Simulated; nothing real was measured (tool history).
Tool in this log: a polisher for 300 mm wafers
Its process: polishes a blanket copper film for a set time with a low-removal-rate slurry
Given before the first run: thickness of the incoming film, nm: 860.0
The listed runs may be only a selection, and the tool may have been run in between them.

run	day	flow of slurry (ml/min)	pressure of the wafer on the pad (psi)	speed of the pad under the wafer (cm/s)	abrasive content of the slurry	polishing time (s)	film removed (angstrom)
1	0	220	2.9	86	1	25	663.19
2	0.071	220	2.9	86	0.8	25	635.95
3	0.2	220	2.9	86	0.8	25	625.64
4	0.325	220	2.3	86	0.8	25	541.26
5	0.421	220	2.3	86	0.8	22	474.85
6	0.738	220	2.7	86	0.8	22	528.79
7	0.85	215	2.6	86	0.8	22	511.28
8	1.221	205	2.5	86	0.8	22	501.23

Predict the results of run 9:
9	1.35	200	2.4	86	0.8	22	?

{"run 9": {"film removed (angstrom)": 478.68}}
